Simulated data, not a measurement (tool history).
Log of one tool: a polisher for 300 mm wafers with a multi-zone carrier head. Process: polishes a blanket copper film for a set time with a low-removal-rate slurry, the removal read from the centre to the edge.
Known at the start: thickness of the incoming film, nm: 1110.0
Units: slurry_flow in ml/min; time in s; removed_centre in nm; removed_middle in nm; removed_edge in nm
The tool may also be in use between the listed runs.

run  hour  slurry_flow  centre_zone  middle_zone  edge_zone  slurry_solids  time  removed_centre  removed_middle  removed_edge
  1     0          270            1            1          1              1    47          176.69          169.65         174.9
  2     6          275         1.01         1.02       1.02           1.05    47          181.74          179.68        181.08
  3  12.7          275         0.93         1.02       1.02           1.05    47           168.3          176.34        180.87
  4  19.3          275            1         1.02       1.02           1.05    47          180.97          175.79        177.89
  5  20.2          275            1         1.03       1.03            1.1    48          184.99          183.44        186.47
  6  27.7          280         1.01         1.05       1.04           1.15    48          187.45          189.58        192.68

Run 7 comes next. What will it give?
  7  28.3          285         1.03         1.07       1.05            1.2    48               ?               ?             ?

{"run 7": {"removed_centre": 196.77, "removed_middle": 195.48, "removed_edge": 198.11}}

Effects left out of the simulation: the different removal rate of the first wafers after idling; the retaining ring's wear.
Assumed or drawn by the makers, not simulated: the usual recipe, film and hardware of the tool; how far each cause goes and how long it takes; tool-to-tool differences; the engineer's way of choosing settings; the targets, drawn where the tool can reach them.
